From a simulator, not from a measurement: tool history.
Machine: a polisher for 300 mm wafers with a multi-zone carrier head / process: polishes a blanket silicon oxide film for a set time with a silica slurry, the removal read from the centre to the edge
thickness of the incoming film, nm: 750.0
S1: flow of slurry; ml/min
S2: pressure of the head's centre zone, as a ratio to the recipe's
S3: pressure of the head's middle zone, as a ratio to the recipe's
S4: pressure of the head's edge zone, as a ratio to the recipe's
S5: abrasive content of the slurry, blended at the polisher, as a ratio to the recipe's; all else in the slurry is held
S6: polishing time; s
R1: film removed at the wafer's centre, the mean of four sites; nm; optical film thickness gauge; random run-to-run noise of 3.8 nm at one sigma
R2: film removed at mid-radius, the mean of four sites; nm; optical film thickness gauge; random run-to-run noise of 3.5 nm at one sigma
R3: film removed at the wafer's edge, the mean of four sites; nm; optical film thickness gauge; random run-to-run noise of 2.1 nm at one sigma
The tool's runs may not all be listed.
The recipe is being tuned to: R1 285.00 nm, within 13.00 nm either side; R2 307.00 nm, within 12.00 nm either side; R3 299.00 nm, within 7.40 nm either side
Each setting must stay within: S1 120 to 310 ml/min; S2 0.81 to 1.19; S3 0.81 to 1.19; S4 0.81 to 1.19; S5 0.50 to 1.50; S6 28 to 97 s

Run 1, hour 0.0: S1 200 ml/min, S2 1.00, S3 1.00, S4 1.00, S5 1.00, S6 62 s. Result: R1 219.26 nm, R2 213.00 nm, R3 222.22 nm.
Run 2, hour 4.1: S1 200 ml/min, S2 1.00, S3 1.05, S4 1.00, S5 1.00, S6 62 s. Result: R1 211.28 nm, R2 225.42 nm, R3 218.85 nm.
Run 3, hour 9.5: S1 205 ml/min, S2 1.01, S3 1.06, S4 1.02, S5 1.05, S6 62 s. Result: R1 228.58 nm, R2 237.87 nm, R3 229.73 nm.
Run 4, hour 15.2: S1 210 ml/min, S2 1.00, S3 1.07, S4 1.04, S5 1.10, S6 62 s. Result: R1 232.72 nm, R2 245.40 nm, R3 242.14 nm.
Run 5, hour 19.4: S1 210 ml/min, S2 1.04, S3 1.07, S4 1.04, S5 1.10, S6 62 s. Result: R1 236.59 nm, R2 239.00 nm, R3 240.32 nm.
Run 6, hour 22.5: S1 220 ml/min, S2 1.04, S3 1.09, S4 1.06, S5 1.15, S6 62 s. Result: R1 250.09 nm, R2 261.51 nm, R3 250.65 nm.
Run 7, hour 28.4: S1 250 ml/min, S2 1.01, S3 1.06, S4 1.16, S5 1.35, S6 63 s. Result: R1 275.84 nm, R2 281.17 nm, R3 287.72 nm.
Run 8, hour 32.7: S1 255 ml/min, S2 1.01, S3 1.07, S4 1.16, S5 1.35, S6 63 s. Result: R1 275.82 nm, R2 282.80 nm, R3 292.13 nm.
Run 9, hour 34.3: S1 260 ml/min, S2 1.01, S3 1.08, S4 1.16, S5 1.35, S6 63 s. Result: R1 272.63 nm, R2 281.86 nm, R3 290.73 nm.
Run 10, hour 35.3: S1 260 ml/min, S2 1.02, S3 1.09, S4 1.16, S5 1.35, S6 63 s. Result: R1 273.39 nm, R2 291.11 nm, R3 296.20 nm.
Run 11, hour 42.7: S1 260 ml/min, S2 1.03, S3 1.09, S4 1.15, S5 1.35, S6 63 s. Result: R1 285.75 nm, R2 281.18 nm, R3 289.01 nm.

Pick the move, out of 5, that brings all results within their allowed miss; only one does.
Run A, hour 50.1: S1 235 ml/min, S2 1.03, S3 1.13, S4 1.14, S5 1.25, S6 68 s. Result: R1 ?, R2 ?, R3 ?.
Run B, hour 50.1: S1 235 ml/min, S2 1.05, S3 1.19, S4 1.07, S5 1.35, S6 64 s. Result: R1 ?, R2 ?, R3 ?.
Run C, hour 50.1: S1 310 ml/min, S2 0.96, S3 1.02, S4 1.19, S5 1.15, S6 71 s. Result: R1 ?, R2 ?, R3 ?.
Run D, hour 50.1: S1 285 ml/min, S2 1.14, S3 1.03, S4 1.19, S5 1.30, S6 61 s. Result: R1 ?, R2 ?, R3 ?.
Run E, hour 50.1: S1 205 ml/min, S2 1.03, S3 1.16, S4 1.10, S5 1.45, S6 62 s. Result: R1 ?, R2 ?, R3 ?.

move      R1      R2      R3
   A  285.25  309.55  300.00
   B  283.98  315.91  283.32
   C  275.95  293.71  315.21
   D  296.65  267.78  285.95
   E  272.40  303.00  283.25
A: meets every target
B: brings the result that was furthest off to its target, and leaves another outside
C: just as far off the targets as the last run
D: further off than the last run
E: brings the result that was furthest off to its target, and leaves another outside
A is the move that brings every result within its allowed miss.
